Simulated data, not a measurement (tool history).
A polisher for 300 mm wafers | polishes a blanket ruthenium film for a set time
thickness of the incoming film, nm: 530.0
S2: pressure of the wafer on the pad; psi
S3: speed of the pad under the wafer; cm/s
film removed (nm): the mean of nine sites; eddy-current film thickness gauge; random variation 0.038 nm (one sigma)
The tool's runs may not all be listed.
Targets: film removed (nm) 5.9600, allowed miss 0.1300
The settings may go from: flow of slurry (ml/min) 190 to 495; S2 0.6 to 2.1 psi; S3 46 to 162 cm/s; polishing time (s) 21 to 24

run 1 day=0.000 | flow_of_slurry_(ml/min)=320 S2=1.3 S3=104 polishing_time_(s)=24 | film_removed_(nm)=16.1580
run 2 day=0.125 | flow_of_slurry_(ml/min)=320 S2=1.6 S3=104 polishing_time_(s)=24 | film_removed_(nm)=19.4160
run 3 day=0.188 | flow_of_slurry_(ml/min)=320 S2=1.8 S3=104 polishing_time_(s)=24 | film_removed_(nm)=21.8760
run 4 day=0.417 | flow_of_slurry_(ml/min)=320 S2=1.8 S3=124 polishing_time_(s)=24 | film_removed_(nm)=25.4230
run 5 day=0.758 | flow_of_slurry_(ml/min)=375 S2=1.8 S3=124 polishing_time_(s)=24 | film_removed_(nm)=26.1090
run 6 day=1.100 | flow_of_slurry_(ml/min)=345 S2=1.8 S3=124 polishing_time_(s)=24 | film_removed_(nm)=26.0320
run 7 day=1.258 | flow_of_slurry_(ml/min)=335 S2=1.5 S3=106 polishing_time_(s)=23 | film_removed_(nm)=17.9290
run 8 day=1.562 | flow_of_slurry_(ml/min)=335 S2=1.3 S3=92 polishing_time_(s)=23 | film_removed_(nm)=13.7060
run 9 day=1.642 | flow_of_slurry_(ml/min)=335 S2=1.1 S3=84 polishing_time_(s)=23 | film_removed_(nm)=10.8340
run 10 day=1.921 | flow_of_slurry_(ml/min)=335 S2=1.0 S3=78 polishing_time_(s)=23 | film_removed_(nm)=9.2749
run 11 day=2.004 | flow_of_slurry_(ml/min)=335 S2=0.9 S3=74 polishing_time_(s)=23 | film_removed_(nm)=7.9660
run 12 day=2.125 | flow_of_slurry_(ml/min)=335 S2=0.8 S3=74 polishing_time_(s)=23 | film_removed_(nm)=7.1167
run 13 day=2.479 | flow_of_slurry_(ml/min)=335 S2=0.7 S3=74 polishing_time_(s)=23 | film_removed_(nm)=6.3490
run 14 day=2.667 | flow_of_slurry_(ml/min)=330 S2=0.7 S3=74 polishing_time_(s)=23 | film_removed_(nm)=6.3136
run 15 day=2.854 | flow_of_slurry_(ml/min)=315 S2=0.7 S3=74 polishing_time_(s)=23 | film_removed_(nm)=6.3012
run 16 day=3.167 | flow_of_slurry_(ml/min)=305 S2=0.7 S3=74 polishing_time_(s)=23 | film_removed_(nm)=6.1856
run 17 day=3.488 | flow_of_slurry_(ml/min)=300 S2=0.7 S3=74 polishing_time_(s)=23 | film_removed_(nm)=6.2893
run 18 day=3.738 | flow_of_slurry_(ml/min)=290 S2=0.7 S3=74 polishing_time_(s)=23 | film_removed_(nm)=6.2056
run 19 day=3.792 | flow_of_slurry_(ml/min)=280 S2=0.7 S3=74 polishing_time_(s)=23 | film_removed_(nm)=6.2566
run 20 day=3.929 | flow_of_slurry_(ml/min)=275 S2=0.7 S3=74 polishing_time_(s)=23 | film_removed_(nm)=6.2160
run 21 day=4.088 | flow_of_slurry_(ml/min)=265 S2=0.7 S3=74 polishing_time_(s)=23 | film_removed_(nm)=6.2355
run 22 day=4.121 | flow_of_slurry_(ml/min)=260 S2=0.7 S3=74 polishing_time_(s)=23 | film_removed_(nm)=6.1779
run 23 day=4.167 | flow_of_slurry_(ml/min)=245 S2=0.7 S3=74 polishing_time_(s)=23 | film_removed_(nm)=6.1739
run 24 day=4.542 | flow_of_slurry_(ml/min)=240 S2=0.7 S3=74 polishing_time_(s)=23 | film_removed_(nm)=6.0820
run 25 day=4.742 | flow_of_slurry_(ml/min)=235 S2=0.7 S3=74 polishing_time_(s)=23 | film_removed_(nm)=6.1029

5 next moves are on the table. One of them brings every result within its allowed miss. Which?
run A day=4.942 | flow_of_slurry_(ml/min)=265 S2=0.9 S3=56 polishing_time_(s)=23 | film_removed_(nm)=?
run B day=4.942 | flow_of_slurry_(ml/min)=290 S2=0.6 S3=96 polishing_time_(s)=21 | film_removed_(nm)=?
run C day=4.942 | flow_of_slurry_(ml/min)=230 S2=0.9 S3=54 polishing_time_(s)=24 | film_removed_(nm)=?
run D day=4.942 | flow_of_slurry_(ml/min)=250 S2=0.7 S3=68 polishing_time_(s)=24 | film_removed_(nm)=?
run E day=4.942 | flow_of_slurry_(ml/min)=190 S2=0.6 S3=106 polishing_time_(s)=21 | film_removed_(nm)=?

move=A film_removed_(nm)=6.2365
move=B film_removed_(nm)=6.2018
move=C film_removed_(nm)=6.2246
move=D film_removed_(nm)=5.9891
move=E film_removed_(nm)=6.4689
A: further off than the last run
B: further off than the last run
C: further off than the last run
D: meets every target
E: further off than the last run
Answer: D

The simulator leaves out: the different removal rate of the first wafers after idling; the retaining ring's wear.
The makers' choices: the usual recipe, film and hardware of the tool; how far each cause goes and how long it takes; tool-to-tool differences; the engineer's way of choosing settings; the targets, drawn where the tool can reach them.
